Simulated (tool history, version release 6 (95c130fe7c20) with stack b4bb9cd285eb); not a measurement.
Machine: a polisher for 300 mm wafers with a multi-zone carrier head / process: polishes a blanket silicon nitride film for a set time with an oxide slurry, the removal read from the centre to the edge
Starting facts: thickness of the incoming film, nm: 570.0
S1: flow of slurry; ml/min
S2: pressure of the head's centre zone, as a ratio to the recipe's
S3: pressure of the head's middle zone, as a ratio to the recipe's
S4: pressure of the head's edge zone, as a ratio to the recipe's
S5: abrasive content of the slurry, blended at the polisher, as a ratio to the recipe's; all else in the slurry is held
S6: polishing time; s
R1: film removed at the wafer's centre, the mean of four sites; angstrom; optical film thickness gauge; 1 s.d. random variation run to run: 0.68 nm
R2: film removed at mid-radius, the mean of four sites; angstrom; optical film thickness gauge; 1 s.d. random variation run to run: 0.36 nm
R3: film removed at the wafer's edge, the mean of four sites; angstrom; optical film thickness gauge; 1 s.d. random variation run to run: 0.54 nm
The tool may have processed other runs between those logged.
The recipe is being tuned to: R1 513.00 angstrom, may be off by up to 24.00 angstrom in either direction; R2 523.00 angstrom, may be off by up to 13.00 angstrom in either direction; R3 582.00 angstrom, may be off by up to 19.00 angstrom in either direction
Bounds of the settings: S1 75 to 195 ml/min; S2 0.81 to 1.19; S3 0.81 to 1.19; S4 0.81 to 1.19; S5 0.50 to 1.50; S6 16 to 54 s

run  hour   S1    S2    S3    S4    S5  S6      R1      R2      R3
  1   0.0  125  1.00  1.00  1.00  1.00  35  377.10  367.85  373.68
  2   2.6  125  1.00  1.04  1.00  1.00  35  377.56  380.39  375.82
  3   4.3  125  1.00  1.04  1.00  1.20  35  407.28  420.28  404.53
  4   8.5  125  1.00  1.04  0.97  1.20  35  409.64  422.55  403.92
  5   9.6  130  0.98  1.01  1.01  1.25  36  426.23  435.72  428.43
  6  11.2  130  0.98  1.01  1.01  1.10  36  401.95  403.68  404.97
  7  19.3  130  0.96  0.99  1.05  1.20  37  412.44  434.53  445.78
  8  27.4  135  0.97  0.97  1.08  1.25  37  440.33  435.20  461.86
  9  33.2  140  0.96  0.96  1.10  1.30  37  443.08  441.85  474.98
 10  38.5  145  0.95  0.96  1.12  1.35  38  462.13  464.43  509.60
 11  39.8  150  0.95  0.97  1.14  1.40  38  477.61  486.18  527.10
 12  43.6  155  0.95  0.97  1.15  1.40  38  485.38  488.06  529.30
 13  48.2  180  0.90  0.95  1.19  1.50  38  482.93  505.69  561.01

Of the 4 settings listed for the next run, only one would bring every result within its allowed miss of target. Which one?
  A  52.8  195  1.05  1.04  1.06  1.20  42   ?   ?   ?
  B  52.8  195  0.91  1.00  1.16  1.50  40   ?   ?   ?
  C  52.8  195  0.90  0.92  1.13  1.35  42   ?   ?   ?
  D  52.8  165  1.00  0.91  1.09  1.45  42   ?   ?   ?

move      R1      R2      R3
   A  568.14  547.51  537.96
   B  517.09  557.31  589.97
   C  513.47  522.16  586.16
   D  570.49  518.42  582.26
A: carries the result that was furthest off beyond its target, to the other side
B: carries the result that was furthest off beyond its target, to the other side
C: all results land within tolerance of their targets
D: brings the last run's worst result on target, with another outside its allowed miss
The right move is C.
